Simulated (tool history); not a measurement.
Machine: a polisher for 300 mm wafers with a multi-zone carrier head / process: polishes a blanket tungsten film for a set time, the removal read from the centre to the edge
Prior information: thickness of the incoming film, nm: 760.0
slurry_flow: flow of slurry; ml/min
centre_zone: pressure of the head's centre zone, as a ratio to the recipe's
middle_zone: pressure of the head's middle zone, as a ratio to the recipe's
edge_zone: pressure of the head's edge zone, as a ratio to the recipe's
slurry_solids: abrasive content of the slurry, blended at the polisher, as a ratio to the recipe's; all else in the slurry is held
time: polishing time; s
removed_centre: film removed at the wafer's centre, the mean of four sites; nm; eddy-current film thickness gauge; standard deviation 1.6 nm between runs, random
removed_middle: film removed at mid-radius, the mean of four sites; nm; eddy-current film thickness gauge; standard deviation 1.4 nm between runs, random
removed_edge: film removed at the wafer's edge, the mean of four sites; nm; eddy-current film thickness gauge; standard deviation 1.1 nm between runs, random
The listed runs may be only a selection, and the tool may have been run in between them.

run  hour  slurry_flow  centre_zone  middle_zone  edge_zone  slurry_solids  time  removed_centre  removed_middle  removed_edge
  1     0          190            1            1          1              1    37          209.39          203.58        214.57
  2   5.4          190            1            1          1              1    32          180.46          173.65        182.56
  3   9.2          190            1         0.99       0.99           0.95    32          175.79          169.37        178.98
  4  16.6          190            1         0.98       0.97            0.9    32          173.15          168.27        178.11
  5  20.9          190         1.01         0.97       0.96           0.85    32          177.92          166.09        174.22
  6  27.2          150         1.01         0.97       0.96           0.85    32          167.84          165.72        169.66
  7  29.7          155         1.01         0.96       0.96            0.8    32           166.7          159.52        167.94
  8  36.3          155         1.01         0.95       0.95           0.75    32          166.82          157.04        165.48
  9  37.1          155         1.01         0.94       0.94            0.7    32          165.54          154.35        160.69
 10    38          155            1         0.93       0.94            0.7    32          160.84          150.12        161.54
 11  44.8          155            1         0.92       0.93            0.7    32          162.11          150.31        161.36

Run 12 is up next; what results do you expect?
 12  49.5          155            1         0.91       0.92            0.7    32               ?               ?             ?

Run 12 produced removed_centre 161.68 nm, removed_middle 147.17 nm, removed_edge 159.84 nm.

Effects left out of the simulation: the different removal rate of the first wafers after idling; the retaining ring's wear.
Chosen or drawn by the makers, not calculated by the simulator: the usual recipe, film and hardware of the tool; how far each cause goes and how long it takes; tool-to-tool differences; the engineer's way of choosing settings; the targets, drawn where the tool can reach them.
